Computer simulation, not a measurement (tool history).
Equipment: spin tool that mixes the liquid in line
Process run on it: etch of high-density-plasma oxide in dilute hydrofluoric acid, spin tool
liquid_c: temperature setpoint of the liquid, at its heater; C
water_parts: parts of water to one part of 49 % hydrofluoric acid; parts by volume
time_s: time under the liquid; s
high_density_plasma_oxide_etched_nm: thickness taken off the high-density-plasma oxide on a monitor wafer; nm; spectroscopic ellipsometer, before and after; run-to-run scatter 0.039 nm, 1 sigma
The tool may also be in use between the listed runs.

run	hour	liquid_c	water_parts	time_s	high_density_plasma_oxide_etched_nm
1	0	25	205	90	2.1101
2	6.7	21.5	205	90	1.8603
3	7.3	21.5	140	90	2.9106
4	15.7	21.5	140	90	2.8769
5	21.9	19.5	140	90	2.6572
6	30.7	21	140	90	2.8718
7	37.6	25	135	90	3.467
8	41.9	26	135	90	3.5796
9	45.3	27	135	90	3.7984
10	51.9	27.5	135	90	3.775

Expected results for the next run?
11	60.5	28	135	90	?

high_density_plasma_oxide_etched_nm: 3.8703 nm
